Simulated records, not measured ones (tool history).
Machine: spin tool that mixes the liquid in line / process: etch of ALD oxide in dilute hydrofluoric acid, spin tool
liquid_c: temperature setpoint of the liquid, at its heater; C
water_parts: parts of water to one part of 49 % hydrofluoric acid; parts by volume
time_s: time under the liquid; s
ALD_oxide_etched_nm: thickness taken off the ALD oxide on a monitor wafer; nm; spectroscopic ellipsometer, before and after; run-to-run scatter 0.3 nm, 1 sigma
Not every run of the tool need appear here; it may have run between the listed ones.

run	hour	liquid_c	water_parts	time_s	ALD_oxide_etched_nm
1	0.0	21.0	130	270	31.083
2	1.4	23.0	115	270	38.406
3	2.7	24.5	105	270	45.364
4	6.6	25.5	100	270	50.238
5	13.4	22.5	100	270	44.679
6	18.1	24.0	100	270	46.564
7	25.2	28.0	70	270	82.125

Forecast run 8:
8	26.7	24.5	70	270	?

Run 8 came out at ALD_oxide_etched_nm 71.148 nm.
